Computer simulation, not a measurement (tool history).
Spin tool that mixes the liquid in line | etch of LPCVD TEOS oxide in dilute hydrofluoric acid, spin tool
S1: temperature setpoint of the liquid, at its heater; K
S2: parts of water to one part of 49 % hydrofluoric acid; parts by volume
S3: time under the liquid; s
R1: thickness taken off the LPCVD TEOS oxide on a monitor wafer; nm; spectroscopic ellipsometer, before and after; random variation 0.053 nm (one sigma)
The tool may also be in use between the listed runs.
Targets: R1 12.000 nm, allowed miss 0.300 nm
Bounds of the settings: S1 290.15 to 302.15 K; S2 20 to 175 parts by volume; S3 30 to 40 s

Run 1, hour 0.0: S1 294.15 K, S2 95 parts by volume, S3 40 s. Result: R1 14.158 nm.
Run 2, hour 3.4: S1 293.65 K, S2 95 parts by volume, S3 40 s. Result: R1 13.849 nm.
Run 3, hour 9.6: S1 293.65 K, S2 95 parts by volume, S3 30 s. Result: R1 10.299 nm.
Run 4, hour 17.1: S1 293.65 K, S2 95 parts by volume, S3 40 s. Result: R1 13.776 nm.
Run 5, hour 22.8: S1 293.15 K, S2 95 parts by volume, S3 40 s. Result: R1 13.584 nm.
Run 6, hour 28.0: S1 293.15 K, S2 95 parts by volume, S3 30 s. Result: R1 10.108 nm.
Run 7, hour 37.0: S1 293.65 K, S2 95 parts by volume, S3 30 s. Result: R1 10.373 nm.
Run 8, hour 43.4: S1 294.15 K, S2 95 parts by volume, S3 30 s. Result: R1 10.544 nm.

Which of these 4 next moves meets every target?
Run A, hour 49.8: S1 294.15 K, S2 85 parts by volume, S3 30 s. Result: R1 ?.
Run B, hour 49.8: S1 293.15 K, S2 110 parts by volume, S3 40 s. Result: R1 ?.
Run C, hour 49.8: S1 293.15 K, S2 110 parts by volume, S3 35 s. Result: R1 ?.
Run D, hour 49.8: S1 292.65 K, S2 85 parts by volume, S3 30 s. Result: R1 ?.

move      R1
   A  12.033
   B  11.562
   C  10.117
   D  11.316
A: meets every target
B: nearer than the last run, and not there yet
C: further off than the last run
D: nearer than the last run, and not there yet
Move A is the one to make.
